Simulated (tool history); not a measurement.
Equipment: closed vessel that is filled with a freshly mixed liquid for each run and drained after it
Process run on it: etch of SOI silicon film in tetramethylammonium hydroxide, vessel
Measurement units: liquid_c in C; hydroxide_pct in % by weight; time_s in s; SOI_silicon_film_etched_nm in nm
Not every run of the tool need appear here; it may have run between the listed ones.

Run 1, hour 0.0: liquid_c 59.0 C, hydroxide_pct 18.5 % by weight, time_s 90 s. Result: SOI_silicon_film_etched_nm 214.04 nm.
Run 2, hour 8.6: liquid_c 53.5 C, hydroxide_pct 18.5 % by weight, time_s 90 s. Result: SOI_silicon_film_etched_nm 149.42 nm.
Run 3, hour 15.6: liquid_c 53.5 C, hydroxide_pct 18.5 % by weight, time_s 90 s. Result: SOI_silicon_film_etched_nm 152.58 nm.
Run 4, hour 21.2: liquid_c 52.5 C, hydroxide_pct 19.5 % by weight, time_s 90 s. Result: SOI_silicon_film_etched_nm 136.63 nm.
Run 5, hour 29.9: liquid_c 52.5 C, hydroxide_pct 19.5 % by weight, time_s 90 s. Result: SOI_silicon_film_etched_nm 136.71 nm.
Run 6, hour 38.2: liquid_c 52.0 C, hydroxide_pct 20.0 % by weight, time_s 90 s. Result: SOI_silicon_film_etched_nm 130.84 nm.
At hour 42.9: hydroxide flow meter replaced.
Run 7, hour 42.9: liquid_c 51.5 C, hydroxide_pct 20.5 % by weight, time_s 90 s. Result: SOI_silicon_film_etched_nm 129.02 nm.
Run 8, hour 46.6: liquid_c 51.0 C, hydroxide_pct 21.5 % by weight, time_s 90 s. Result: SOI_silicon_film_etched_nm 122.04 nm.
Run 9, hour 48.7: liquid_c 51.0 C, hydroxide_pct 22.5 % by weight, time_s 90 s. Result: SOI_silicon_film_etched_nm 117.84 nm.

What does the tool deliver on the next run?
Run 10, hour 55.8: liquid_c 50.5 C, hydroxide_pct 23.0 % by weight, time_s 90 s. Result: SOI_silicon_film_etched_nm ?.

{"run 10": {"SOI_silicon_film_etched_nm": 110.65}}
